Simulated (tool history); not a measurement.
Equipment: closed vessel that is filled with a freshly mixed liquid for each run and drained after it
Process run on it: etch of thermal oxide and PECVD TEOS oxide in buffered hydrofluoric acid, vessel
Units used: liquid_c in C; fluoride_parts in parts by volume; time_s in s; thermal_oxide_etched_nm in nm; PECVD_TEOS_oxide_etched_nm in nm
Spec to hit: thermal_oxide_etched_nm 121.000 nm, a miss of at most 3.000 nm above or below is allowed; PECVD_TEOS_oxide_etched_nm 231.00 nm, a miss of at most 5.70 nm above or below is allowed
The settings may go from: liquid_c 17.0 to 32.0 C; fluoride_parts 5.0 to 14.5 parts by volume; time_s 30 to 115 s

run 1 hour=0.0 | liquid_c=25.0 fluoride_parts=9.0 time_s=60 | thermal_oxide_etched_nm=89.798 PECVD_TEOS_oxide_etched_nm=170.68
run 2 hour=6.9 | liquid_c=26.5 fluoride_parts=9.0 time_s=60 | thermal_oxide_etched_nm=97.908 PECVD_TEOS_oxide_etched_nm=186.33
run 3 hour=12.8 | liquid_c=26.5 fluoride_parts=9.0 time_s=85 | thermal_oxide_etched_nm=138.410 PECVD_TEOS_oxide_etched_nm=266.86
run 4 hour=14.7 | liquid_c=26.0 fluoride_parts=9.0 time_s=85 | thermal_oxide_etched_nm=135.120 PECVD_TEOS_oxide_etched_nm=256.70
run 5 hour=22.9 | liquid_c=26.0 fluoride_parts=9.0 time_s=70 | thermal_oxide_etched_nm=110.290 PECVD_TEOS_oxide_etched_nm=211.77
run 6 hour=31.0 | liquid_c=23.5 fluoride_parts=9.0 time_s=70 | thermal_oxide_etched_nm=97.172 PECVD_TEOS_oxide_etched_nm=185.00
run 7 hour=35.2 | liquid_c=24.5 fluoride_parts=9.0 time_s=70 | thermal_oxide_etched_nm=102.720 PECVD_TEOS_oxide_etched_nm=193.26
run 8 hour=42.8 | liquid_c=25.5 fluoride_parts=9.0 time_s=70 | thermal_oxide_etched_nm=107.840 PECVD_TEOS_oxide_etched_nm=204.13
run 9 hour=46.5 | liquid_c=26.0 fluoride_parts=9.0 time_s=70 | thermal_oxide_etched_nm=110.660 PECVD_TEOS_oxide_etched_nm=211.11
run 10 hour=52.4 | liquid_c=26.5 fluoride_parts=9.0 time_s=70 | thermal_oxide_etched_nm=113.890 PECVD_TEOS_oxide_etched_nm=215.95
run 11 hour=61.1 | liquid_c=27.0 fluoride_parts=9.0 time_s=70 | thermal_oxide_etched_nm=116.750 PECVD_TEOS_oxide_etched_nm=223.37

Pick the move, out of 4, that brings all results within their allowed miss; only one does.
run A hour=69.8 | liquid_c=27.5 fluoride_parts=9.5 time_s=75 | thermal_oxide_etched_nm=? PECVD_TEOS_oxide_etched_nm=?
run B hour=69.8 | liquid_c=28.0 fluoride_parts=11.5 time_s=80 | thermal_oxide_etched_nm=? PECVD_TEOS_oxide_etched_nm=?
run C hour=69.8 | liquid_c=31.5 fluoride_parts=9.0 time_s=55 | thermal_oxide_etched_nm=? PECVD_TEOS_oxide_etched_nm=?
run D hour=69.8 | liquid_c=24.5 fluoride_parts=7.5 time_s=65 | thermal_oxide_etched_nm=? PECVD_TEOS_oxide_etched_nm=?

move=A thermal_oxide_etched_nm=121.550 PECVD_TEOS_oxide_etched_nm=230.17
move=B thermal_oxide_etched_nm=113.970 PECVD_TEOS_oxide_etched_nm=215.82
move=C thermal_oxide_etched_nm=116.630 PECVD_TEOS_oxide_etched_nm=220.85
move=D thermal_oxide_etched_nm=114.790 PECVD_TEOS_oxide_etched_nm=217.38
A: all results land within tolerance of their targets
B: its largest miss is bigger than the last run's
C: its largest miss is bigger than the last run's
D: its largest miss is bigger than the last run's
Correct choice: A, which meets every target

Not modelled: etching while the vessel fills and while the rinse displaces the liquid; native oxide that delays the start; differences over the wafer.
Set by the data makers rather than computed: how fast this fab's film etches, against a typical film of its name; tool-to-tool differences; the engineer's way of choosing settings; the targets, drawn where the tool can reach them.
